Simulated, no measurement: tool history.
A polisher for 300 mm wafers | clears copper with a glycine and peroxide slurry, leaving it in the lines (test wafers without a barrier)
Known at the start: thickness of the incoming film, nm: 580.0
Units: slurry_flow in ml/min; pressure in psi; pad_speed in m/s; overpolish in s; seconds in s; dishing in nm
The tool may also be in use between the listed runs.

run 1 hour=0.0 | slurry_flow=135 pressure=1.7 pad_speed=1.08 overpolish=21 | seconds=179.93 dishing=45.104
run 2 hour=2.2 | slurry_flow=135 pressure=1.8 pad_speed=1.08 overpolish=22 | seconds=171.79 dishing=46.922
run 3 hour=10.7 | slurry_flow=135 pressure=1.9 pad_speed=1.08 overpolish=23 | seconds=166.06 dishing=48.806
run 4 hour=12.0 | slurry_flow=135 pressure=1.9 pad_speed=1.18 overpolish=23 | seconds=156.11 dishing=51.829
run 5 hour=16.0 | slurry_flow=135 pressure=1.9 pad_speed=1.18 overpolish=24 | seconds=154.37 dishing=53.942
run 6 hour=23.7 | slurry_flow=135 pressure=1.7 pad_speed=1.18 overpolish=24 | seconds=163.96 dishing=50.987
run 7 hour=27.2 | slurry_flow=135 pressure=1.8 pad_speed=1.18 overpolish=25 | seconds=162.51 dishing=54.554

Forecast run 8:
run 8 hour=29.1 | slurry_flow=135 pressure=1.9 pad_speed=1.18 overpolish=25 | seconds=? dishing=?

Run 8 gave seconds 154.75 s, dishing 57.180 nm.

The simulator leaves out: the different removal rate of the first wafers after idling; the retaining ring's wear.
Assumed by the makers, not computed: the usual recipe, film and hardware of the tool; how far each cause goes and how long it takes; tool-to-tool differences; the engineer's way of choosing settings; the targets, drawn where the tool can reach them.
